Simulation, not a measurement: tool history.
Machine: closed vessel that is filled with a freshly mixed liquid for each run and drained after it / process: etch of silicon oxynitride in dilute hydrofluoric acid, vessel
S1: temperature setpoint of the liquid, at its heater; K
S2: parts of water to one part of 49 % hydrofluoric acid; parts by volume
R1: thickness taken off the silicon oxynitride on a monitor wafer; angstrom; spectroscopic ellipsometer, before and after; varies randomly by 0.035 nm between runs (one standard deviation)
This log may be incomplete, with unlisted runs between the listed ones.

{"run": 1, "day": 0.0, "S1": 297.15, "S2": 60, "time in the liquid (s)": 110, "R1": 66.734}
{"run": 2, "day": 0.058, "S1": 298.65, "S2": 60, "time in the liquid (s)": 110, "R1": 71.754}
{"run": 3, "day": 0.258, "S1": 299.65, "S2": 60, "time in the liquid (s)": 110, "R1": 74.745}
{"run": 4, "day": 0.412, "S1": 297.65, "S2": 60, "time in the liquid (s)": 110, "R1": 68.425}
{"run": 5, "day": 0.65, "S1": 297.65, "S2": 60, "time in the liquid (s)": 110, "R1": 68.801}
{"run": 6, "day": 0.742, "S1": 299.15, "S2": 60, "time in the liquid (s)": 110, "R1": 73.549}
{"run": 7, "day": 0.954, "S1": 300.15, "S2": 60, "time in the liquid (s)": 110, "R1": 77.441}
{"run": 8, "day": 1.242, "S1": 301.15, "S2": 60, "time in the liquid (s)": 110, "R1": 80.729}
{"run": 9, "day": 1.292, "S1": 302.15, "S2": 60, "time in the liquid (s)": 110, "R1": 84.56}
{"run": 10, "day": 1.596, "S1": 302.65, "S2": 60, "time in the liquid (s)": 110, "R1": 87.118}
{"run": 11, "day": 1.9, "S1": 303.15, "S2": 60, "time in the liquid (s)": 110, "R1": 88.704}
{"day": 2.058, "done": "hydrofluoric acid flow meter replaced"}
{"run": 12, "day": 2.058, "S1": 303.65, "S2": 60, "time in the liquid (s)": 110, "R1": 83.443}
{"run": 13, "day": 2.342, "S1": 305.15, "S2": 40, "time in the liquid (s)": 110, "R1": 136.55}
{"run": 14, "day": 2.417, "S1": 304.15, "S2": 40, "time in the liquid (s)": 110, "R1": 130.79}
{"run": 15, "day": 2.646, "S1": 303.65, "S2": 40, "time in the liquid (s)": 110, "R1": 127.6}

Run 16 has not been measured yet. What should we expect?
{"run": 16, "day": 2.725, "S1": 301.15, "S2": 40, "time in the liquid (s)": 110, "R1": "?"}

{"run 16": {"R1": 113.48}}

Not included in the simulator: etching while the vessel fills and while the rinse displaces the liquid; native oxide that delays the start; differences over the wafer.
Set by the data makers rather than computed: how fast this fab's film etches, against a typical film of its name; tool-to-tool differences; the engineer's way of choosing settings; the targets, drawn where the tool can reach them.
